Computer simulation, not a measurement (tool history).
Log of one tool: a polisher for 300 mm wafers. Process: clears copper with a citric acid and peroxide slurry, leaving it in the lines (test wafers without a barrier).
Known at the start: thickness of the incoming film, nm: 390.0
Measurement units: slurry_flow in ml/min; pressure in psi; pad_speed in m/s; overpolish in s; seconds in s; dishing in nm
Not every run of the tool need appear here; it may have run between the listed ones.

run    day  slurry_flow  pressure  pad_speed  slurry_solids  overpolish  seconds  dishing
  1  0.000          320       2.7       1.40           1.00          27   149.05   41.090
  2  0.338          320       2.7       1.40           1.00          22   154.69   35.032
  3  0.646          320       2.7       1.56           1.00          22   138.10   37.172
  4  0.779          320       2.7       1.86           1.00          22   121.29   41.828
  5  0.838          320       2.7       1.86           1.00          14   119.18   29.827
  6  1.096          370       2.7       1.86           1.00          14   120.16   29.853
  7  1.417          370       2.3       1.76           1.00          18   140.09   31.511
  8  1.550          370       2.0       1.64           1.00          21   167.25   31.644

Run 9 has not been measured yet. What should we expect?
  9  1.850          375       1.3       1.40           1.05          31        ?        ?

seconds: 249.80 s
dishing: 29.243 nm
